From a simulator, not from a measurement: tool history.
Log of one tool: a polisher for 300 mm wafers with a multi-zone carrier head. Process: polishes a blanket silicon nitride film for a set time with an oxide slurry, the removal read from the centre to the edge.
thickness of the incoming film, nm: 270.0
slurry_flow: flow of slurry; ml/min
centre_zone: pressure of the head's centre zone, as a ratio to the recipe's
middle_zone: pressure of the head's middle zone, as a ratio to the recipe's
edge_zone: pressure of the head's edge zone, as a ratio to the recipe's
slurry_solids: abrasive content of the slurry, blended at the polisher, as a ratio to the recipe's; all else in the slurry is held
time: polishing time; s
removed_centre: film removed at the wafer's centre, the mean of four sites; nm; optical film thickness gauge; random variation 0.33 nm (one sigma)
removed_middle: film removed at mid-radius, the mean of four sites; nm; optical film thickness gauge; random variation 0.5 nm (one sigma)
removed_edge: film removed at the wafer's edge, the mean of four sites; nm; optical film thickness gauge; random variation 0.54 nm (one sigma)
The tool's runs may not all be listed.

Run 1, hour 0.0: slurry_flow 270 ml/min, centre_zone 1.00, middle_zone 1.00, edge_zone 1.00, slurry_solids 1.00, time 76 s. Result: removed_centre 69.756 nm, removed_middle 69.261 nm, removed_edge 68.701 nm.
Run 2, hour 3.7: slurry_flow 240 ml/min, centre_zone 1.00, middle_zone 1.00, edge_zone 1.00, slurry_solids 1.00, time 76 s. Result: removed_centre 67.748 nm, removed_middle 67.972 nm, removed_edge 66.185 nm.
Run 3, hour 9.9: slurry_flow 240 ml/min, centre_zone 1.00, middle_zone 0.94, edge_zone 1.00, slurry_solids 1.00, time 76 s. Result: removed_centre 67.457 nm, removed_middle 65.187 nm, removed_edge 65.128 nm.
Run 4, hour 17.4: slurry_flow 240 ml/min, centre_zone 1.00, middle_zone 0.92, edge_zone 1.00, slurry_solids 0.95, time 73 s. Result: removed_centre 63.141 nm, removed_middle 60.127 nm, removed_edge 63.216 nm.
Run 5, hour 22.0: slurry_flow 230 ml/min, centre_zone 1.01, middle_zone 0.92, edge_zone 0.98, slurry_solids 0.90, time 70 s. Result: removed_centre 59.630 nm, removed_middle 54.736 nm, removed_edge 59.528 nm.
Run 6, hour 31.0: slurry_flow 220 ml/min, centre_zone 1.02, middle_zone 0.95, edge_zone 0.96, slurry_solids 0.85, time 67 s. Result: removed_centre 55.873 nm, removed_middle 52.704 nm, removed_edge 55.003 nm.
Run 7, hour 33.2: slurry_flow 215 ml/min, centre_zone 1.03, middle_zone 0.95, edge_zone 0.94, slurry_solids 0.80, time 65 s. Result: removed_centre 53.324 nm, removed_middle 49.526 nm, removed_edge 50.108 nm.
Run 8, hour 40.3: slurry_flow 215 ml/min, centre_zone 1.03, middle_zone 0.94, edge_zone 0.93, slurry_solids 0.75, time 64 s. Result: removed_centre 51.130 nm, removed_middle 47.154 nm, removed_edge 47.381 nm.
Run 9, hour 49.0: slurry_flow 215 ml/min, centre_zone 1.03, middle_zone 0.93, edge_zone 0.92, slurry_solids 0.70, time 64 s. Result: removed_centre 49.284 nm, removed_middle 45.813 nm, removed_edge 46.272 nm.
Run 10, hour 54.8: slurry_flow 215 ml/min, centre_zone 1.03, middle_zone 0.92, edge_zone 0.91, slurry_solids 0.65, time 64 s. Result: removed_centre 48.448 nm, removed_middle 43.201 nm, removed_edge 44.863 nm.
Run 11, hour 61.2: slurry_flow 215 ml/min, centre_zone 1.02, middle_zone 0.91, edge_zone 0.90, slurry_solids 0.65, time 64 s. Result: removed_centre 47.695 nm, removed_middle 43.531 nm, removed_edge 44.511 nm.
Run 12, hour 62.2: slurry_flow 215 ml/min, centre_zone 1.02, middle_zone 0.90, edge_zone 0.89, slurry_solids 0.65, time 64 s. Result: removed_centre 47.150 nm, removed_middle 42.762 nm, removed_edge 45.142 nm.

Run 13 comes next. What will it give?
Run 13, hour 63.2: slurry_flow 215 ml/min, centre_zone 1.02, middle_zone 0.90, edge_zone 0.89, slurry_solids 0.65, time 63 s. Result: removed_centre ?, removed_middle ?, removed_edge ?.

Run 13 gave removed_centre 46.094 nm, removed_middle 41.580 nm, removed_edge 44.157 nm.
